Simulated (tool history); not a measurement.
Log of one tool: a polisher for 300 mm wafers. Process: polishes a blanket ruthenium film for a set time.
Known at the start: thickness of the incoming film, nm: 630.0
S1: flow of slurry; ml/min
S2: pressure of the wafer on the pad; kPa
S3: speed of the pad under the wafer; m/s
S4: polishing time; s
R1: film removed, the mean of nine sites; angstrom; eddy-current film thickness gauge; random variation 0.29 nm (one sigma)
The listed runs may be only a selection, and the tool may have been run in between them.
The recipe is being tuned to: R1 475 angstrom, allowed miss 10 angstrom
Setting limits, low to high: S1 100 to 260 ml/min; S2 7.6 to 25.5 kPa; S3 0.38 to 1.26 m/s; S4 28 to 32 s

{"run": 1, "hour": 0.0, "S1": 165, "S2": 16.5, "S3": 0.82, "S4": 32, "R1": 383.6}
{"run": 2, "hour": 5.8, "S1": 165, "S2": 16.5, "S3": 0.66, "S4": 32, "R1": 323.14}
{"run": 3, "hour": 14.0, "S1": 165, "S2": 16.5, "S3": 0.8, "S4": 32, "R1": 376.92}
{"run": 4, "hour": 20.6, "S1": 180, "S2": 17.2, "S3": 0.8, "S4": 32, "R1": 392.86}
{"run": 5, "hour": 25.0, "S1": 180, "S2": 17.9, "S3": 0.8, "S4": 32, "R1": 406.97}
{"run": 6, "hour": 25.8, "S1": 180, "S2": 18.6, "S3": 0.8, "S4": 32, "R1": 422.35}
{"run": 7, "hour": 28.1, "S1": 185, "S2": 19.3, "S3": 0.8, "S4": 32, "R1": 435.13}
{"run": 8, "hour": 35.1, "S1": 185, "S2": 20, "S3": 0.8, "S4": 32, "R1": 446.83}
{"run": 9, "hour": 43.7, "S1": 185, "S2": 20, "S3": 0.8, "S4": 32, "R1": 449.73}
{"run": 10, "hour": 47.4, "S1": 190, "S2": 20, "S3": 0.8, "S4": 32, "R1": 449.5}

Below are 5 possible settings for the next run. Only one of them brings all results inside the allowed miss of their targets. Which is it?
{"run": "A", "hour": 51.1, "S1": 210, "S2": 20, "S3": 0.82, "S4": 30, "R1": "?"}
{"run": "B", "hour": 51.1, "S1": 165, "S2": 17.9, "S3": 0.92, "S4": 32, "R1": "?"}
{"run": "C", "hour": 51.1, "S1": 200, "S2": 20, "S3": 0.94, "S4": 29, "R1": "?"}
{"run": "D", "hour": 51.1, "S1": 190, "S2": 17.9, "S3": 0.82, "S4": 31, "R1": "?"}
{"run": "E", "hour": 51.1, "S1": 200, "S2": 22.1, "S3": 0.7, "S4": 30, "R1": "?"}

move=A R1=436.15
move=B R1=450.22
move=C R1=469.44
move=D R1=405.31
move=E R1=414.39
A: lands further from the targets than the last run did
B: about as far from the targets as the last run
C: all results in spec
D: lands further from the targets than the last run did
E: lands further from the targets than the last run did
C is the move that brings every result within its allowed miss.
